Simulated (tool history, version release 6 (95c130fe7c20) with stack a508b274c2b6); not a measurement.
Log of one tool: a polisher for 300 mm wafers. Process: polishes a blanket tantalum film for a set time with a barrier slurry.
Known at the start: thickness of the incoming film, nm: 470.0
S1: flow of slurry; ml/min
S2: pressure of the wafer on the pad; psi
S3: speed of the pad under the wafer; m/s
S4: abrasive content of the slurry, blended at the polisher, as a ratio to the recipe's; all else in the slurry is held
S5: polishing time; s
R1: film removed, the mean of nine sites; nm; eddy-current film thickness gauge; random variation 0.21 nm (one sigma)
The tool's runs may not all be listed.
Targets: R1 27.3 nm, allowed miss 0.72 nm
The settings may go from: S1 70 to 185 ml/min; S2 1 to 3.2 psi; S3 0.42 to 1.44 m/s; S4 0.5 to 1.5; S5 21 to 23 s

Run 1, hour 0: S1 120 ml/min, S2 2.1 psi, S3 0.92 m/s, S4 1, S5 23 s. Result: R1 30.336 nm.
Run 2, hour 7.4: S1 120 ml/min, S2 2.3 psi, S3 0.92 m/s, S4 1, S5 23 s. Result: R1 32.158 nm.
Run 3, hour 9.9: S1 110 ml/min, S2 2.2 psi, S3 0.92 m/s, S4 1, S5 23 s. Result: R1 30.708 nm.
Run 4, hour 12.7: S1 110 ml/min, S2 2.2 psi, S3 0.76 m/s, S4 1, S5 23 s. Result: R1 25.045 nm.
At hour 14.3: worn pad replaced by a new one.
Run 5, hour 14.3: S1 110 ml/min, S2 2.2 psi, S3 0.88 m/s, S4 1, S5 23 s. Result: R1 31.504 nm.
Run 6, hour 16.7: S1 120 ml/min, S2 2.2 psi, S3 0.88 m/s, S4 1, S5 23 s. Result: R1 31.725 nm.
Run 7, hour 22.5: S1 110 ml/min, S2 2.2 psi, S3 0.88 m/s, S4 1, S5 23 s. Result: R1 30.869 nm.
Run 8, hour 28.8: S1 115 ml/min, S2 2.1 psi, S3 0.88 m/s, S4 1, S5 23 s. Result: R1 30.171 nm.

5 next moves are on the table. One of them brings every result within its allowed miss. Which?
Run A, hour 35.1: S1 125 ml/min, S2 1.9 psi, S3 0.94 m/s, S4 1.1, S5 23 s. Result: R1 ?.
Run B, hour 35.1: S1 110 ml/min, S2 2 psi, S3 0.92 m/s, S4 1, S5 23 s. Result: R1 ?.
Run C, hour 35.1: S1 100 ml/min, S2 1.8 psi, S3 1.02 m/s, S4 1, S5 22 s. Result: R1 ?.
Run D, hour 35.1: S1 155 ml/min, S2 2.1 psi, S3 0.86 m/s, S4 0.85, S5 21 s. Result: R1 ?.
Run E, hour 35.1: S1 110 ml/min, S2 2.1 psi, S3 0.94 m/s, S4 1.05, S5 23 s. Result: R1 ?.

move      R1
   A  31.933
   B  30.523
   C  29.675
   D  27.414
   E   32.52
A: further off than the last run
B: further off than the last run
C: nearer than the last run, and not there yet
D: meets every target
E: further off than the last run
Answer: D
